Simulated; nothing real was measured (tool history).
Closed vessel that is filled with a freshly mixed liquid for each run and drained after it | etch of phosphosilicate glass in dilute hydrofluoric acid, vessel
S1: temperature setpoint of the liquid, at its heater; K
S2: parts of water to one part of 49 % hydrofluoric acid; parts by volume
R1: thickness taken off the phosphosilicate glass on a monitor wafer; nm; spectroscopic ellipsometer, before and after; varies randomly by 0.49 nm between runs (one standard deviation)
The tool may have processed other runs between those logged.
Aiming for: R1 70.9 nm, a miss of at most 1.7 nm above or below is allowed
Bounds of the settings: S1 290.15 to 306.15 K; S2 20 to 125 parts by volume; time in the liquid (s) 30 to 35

Run 1, hour 0: S1 298.15 K, S2 70 parts by volume, time in the liquid (s) 35. Result: R1 96.731 nm.
Run 2, hour 4.4: S1 298.15 K, S2 70 parts by volume, time in the liquid (s) 30. Result: R1 82.509 nm.
Run 3, hour 6.6: S1 298.15 K, S2 70 parts by volume, time in the liquid (s) 30. Result: R1 83.735 nm.
Run 4, hour 15.6: S1 297.15 K, S2 70 parts by volume, time in the liquid (s) 30. Result: R1 80.921 nm.
Run 5, hour 20: S1 297.15 K, S2 70 parts by volume, time in the liquid (s) 35. Result: R1 93.256 nm.
Run 6, hour 20.9: S1 295.65 K, S2 75 parts by volume, time in the liquid (s) 35. Result: R1 82.003 nm.
Run 7, hour 29: S1 294.15 K, S2 75 parts by volume, time in the liquid (s) 35. Result: R1 76.52 nm.
Run 8, hour 35: S1 293.65 K, S2 75 parts by volume, time in the liquid (s) 35. Result: R1 75.033 nm.
Run 9, hour 38.4: S1 293.15 K, S2 75 parts by volume, time in the liquid (s) 35. Result: R1 73.121 nm.

Which single option among these 4 for the next run brings every result within its allowed miss of target? Just one does.
Run A, hour 41.8: S1 292.15 K, S2 70 parts by volume, time in the liquid (s) 35. Result: R1 ?.
Run B, hour 41.8: S1 292.15 K, S2 65 parts by volume, time in the liquid (s) 30. Result: R1 ?.
Run C, hour 41.8: S1 292.15 K, S2 80 parts by volume, time in the liquid (s) 35. Result: R1 ?.
Run D, hour 41.8: S1 290.15 K, S2 65 parts by volume, time in the liquid (s) 35. Result: R1 ?.

move      R1
   A    76.5
   B  71.021
   C  66.183
   D  76.071
A: its largest miss is bigger than the last run's
B: hits every target within its allowed miss
C: carries the result that was furthest off beyond its target, to the other side
D: its largest miss is bigger than the last run's
So the answer is move B, the one that meets all the targets.
